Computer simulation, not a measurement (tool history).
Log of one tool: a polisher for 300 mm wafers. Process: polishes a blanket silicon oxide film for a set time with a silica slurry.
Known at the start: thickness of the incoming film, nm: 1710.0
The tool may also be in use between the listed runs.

run  hour  flow of slurry (ml/min)  pressure of the wafer on the pad (psi)  speed of the pad under the wafer (cm/s)  abrasive content of the slurry  polishing time (s)  film removed (Å)
  1     0                      220                                     3.5                                      150                               1                  99            3355.7
  2   6.1                      215                                     3.3                                      150                               1                  99            3186.9
  3  13.2                      215                                     3.3                                      150                             1.2                  99            3466.9
  4  14.7                      210                                     3.1                                      150                             1.2                  99            3271.7
  5  22.9                      210                                     2.9                                      150                             1.2                  99            3096.4
  6    27                      205                                     2.8                                      150                             1.2                  99            2976.3

Run 7 comes next. What will it give?
  7  31.7                      200                                     2.7                                      150                             1.2                  99                 ?

{"run 7": {"film removed (Å)": 2840.8}}

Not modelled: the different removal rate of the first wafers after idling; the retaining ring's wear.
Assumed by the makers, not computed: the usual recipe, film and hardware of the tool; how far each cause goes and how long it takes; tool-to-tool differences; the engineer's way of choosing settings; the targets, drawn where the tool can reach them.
